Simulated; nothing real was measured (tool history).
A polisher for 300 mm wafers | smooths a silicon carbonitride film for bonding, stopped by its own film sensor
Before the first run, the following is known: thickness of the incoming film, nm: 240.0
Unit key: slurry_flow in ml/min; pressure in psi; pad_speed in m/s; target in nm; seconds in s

run	day	slurry_flow	pressure	pad_speed	slurry_solids	target	seconds
1	0	190	2.4	0.98	1	215	75.218
2	0.096	220	2.4	0.98	1	215	71.872
3	0.212	220	2.4	0.98	1	215	72.38
4	0.342	220	2.1	0.96	1	215	79.991
5	0.625	220	2.1	0.96	0.85	215	93.074
6	0.992	255	2.1	0.96	0.85	215	92.932
7	1.2	255	1.9	0.94	0.85	215	99.607
8	1.567	255	1.7	0.92	0.85	215	113.56

Run 9 comes next. What will it give?
9	1.596	255	1.6	0.92	0.85	215	?

{"run 9": {"seconds": 117.67}}
